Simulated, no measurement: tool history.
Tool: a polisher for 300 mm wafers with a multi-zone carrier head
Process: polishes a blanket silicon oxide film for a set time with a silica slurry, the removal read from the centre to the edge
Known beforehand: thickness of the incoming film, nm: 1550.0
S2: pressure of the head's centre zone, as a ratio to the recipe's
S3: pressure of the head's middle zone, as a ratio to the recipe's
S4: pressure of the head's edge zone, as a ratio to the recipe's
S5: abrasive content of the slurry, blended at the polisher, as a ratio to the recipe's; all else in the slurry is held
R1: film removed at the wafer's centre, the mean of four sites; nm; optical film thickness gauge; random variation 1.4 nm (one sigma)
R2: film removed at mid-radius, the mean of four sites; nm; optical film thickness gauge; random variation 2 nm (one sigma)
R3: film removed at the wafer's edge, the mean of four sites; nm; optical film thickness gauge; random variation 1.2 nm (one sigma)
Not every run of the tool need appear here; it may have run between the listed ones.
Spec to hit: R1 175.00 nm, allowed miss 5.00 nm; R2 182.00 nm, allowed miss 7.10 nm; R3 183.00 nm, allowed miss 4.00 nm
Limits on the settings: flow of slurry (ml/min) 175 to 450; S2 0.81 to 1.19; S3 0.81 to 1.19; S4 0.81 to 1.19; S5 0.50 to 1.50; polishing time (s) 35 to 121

{"run": 1, "hour": 0.0, "flow of slurry (ml/min)": 290, "S2": 1.0, "S3": 1.0, "S4": 1.0, "S5": 1.0, "polishing time (s)": 78, "R1": 195.0, "R2": 195.36, "R3": 195.6}
{"run": 2, "hour": 8.3, "flow of slurry (ml/min)": 290, "S2": 1.0, "S3": 1.0, "S4": 1.0, "S5": 1.0, "polishing time (s)": 94, "R1": 236.5, "R2": 235.44, "R3": 233.91}
{"run": 3, "hour": 12.6, "flow of slurry (ml/min)": 325, "S2": 1.0, "S3": 1.0, "S4": 1.0, "S5": 1.0, "polishing time (s)": 94, "R1": 239.07, "R2": 236.22, "R3": 240.25}
{"run": 4, "hour": 14.3, "flow of slurry (ml/min)": 305, "S2": 0.97, "S3": 0.97, "S4": 0.96, "S5": 0.95, "polishing time (s)": 94, "R1": 228.83, "R2": 225.54, "R3": 228.69}
{"run": 5, "hour": 16.6, "flow of slurry (ml/min)": 290, "S2": 0.94, "S3": 0.96, "S4": 0.94, "S5": 0.9, "polishing time (s)": 94, "R1": 216.96, "R2": 216.5, "R3": 222.21}
{"run": 6, "hour": 23.3, "flow of slurry (ml/min)": 280, "S2": 0.92, "S3": 0.96, "S4": 0.92, "S5": 0.85, "polishing time (s)": 94, "R1": 209.06, "R2": 215.16, "R3": 215.47}
{"run": 7, "hour": 29.8, "flow of slurry (ml/min)": 275, "S2": 0.91, "S3": 0.95, "S4": 0.9, "S5": 0.8, "polishing time (s)": 94, "R1": 202.5, "R2": 207.43, "R3": 208.77}
{"run": 8, "hour": 31.0, "flow of slurry (ml/min)": 270, "S2": 0.9, "S3": 0.94, "S4": 0.88, "S5": 0.75, "polishing time (s)": 94, "R1": 194.42, "R2": 205.05, "R3": 203.33}
{"run": 9, "hour": 32.1, "flow of slurry (ml/min)": 265, "S2": 0.9, "S3": 0.93, "S4": 0.87, "S5": 0.7, "polishing time (s)": 94, "R1": 190.89, "R2": 192.39, "R3": 195.86}
{"run": 10, "hour": 39.4, "flow of slurry (ml/min)": 230, "S2": 0.84, "S3": 0.93, "S4": 0.81, "S5": 0.65, "polishing time (s)": 94, "R1": 170.46, "R2": 186.41, "R3": 183.61}
{"run": 11, "hour": 45.7, "flow of slurry (ml/min)": 230, "S2": 0.85, "S3": 0.93, "S4": 0.81, "S5": 0.65, "polishing time (s)": 94, "R1": 174.17, "R2": 191.94, "R3": 184.5}

Below are 5 possible settings for the next run. Only one of them brings all results inside the allowed miss of their targets. Which is it?
{"run": "A", "hour": 52.0, "flow of slurry (ml/min)": 180, "S2": 0.9, "S3": 1.04, "S4": 0.81, "S5": 0.6, "polishing time (s)": 93, "R1": "?", "R2": "?", "R3": "?"}
{"run": "B", "hour": 52.0, "flow of slurry (ml/min)": 235, "S2": 0.86, "S3": 1.02, "S4": 0.81, "S5": 0.65, "polishing time (s)": 92, "R1": "?", "R2": "?", "R3": "?"}
{"run": "C", "hour": 52.0, "flow of slurry (ml/min)": 295, "S2": 0.92, "S3": 1.05, "S4": 0.81, "S5": 0.55, "polishing time (s)": 94, "R1": "?", "R2": "?", "R3": "?"}
{"run": "D", "hour": 52.0, "flow of slurry (ml/min)": 175, "S2": 0.88, "S3": 1.13, "S4": 0.81, "S5": 0.65, "polishing time (s)": 91, "R1": "?", "R2": "?", "R3": "?"}
{"run": "E", "hour": 52.0, "flow of slurry (ml/min)": 220, "S2": 0.87, "S3": 0.91, "S4": 0.82, "S5": 0.6, "polishing time (s)": 95, "R1": "?", "R2": "?", "R3": "?"}

move=A R1=174.15 R2=197.72 R3=174.82
move=B R1=172.21 R2=200.98 R3=179.81
move=C R1=182.12 R2=203.05 R3=176.57
move=D R1=170.45 R2=212.44 R3=174.84
move=E R1=174.52 R2=183.15 R3=181.78
A: its largest miss is bigger than the last run's
B: its largest miss is bigger than the last run's
C: its largest miss is bigger than the last run's
D: its largest miss is bigger than the last run's
E: in spec on every target
The right move is E.
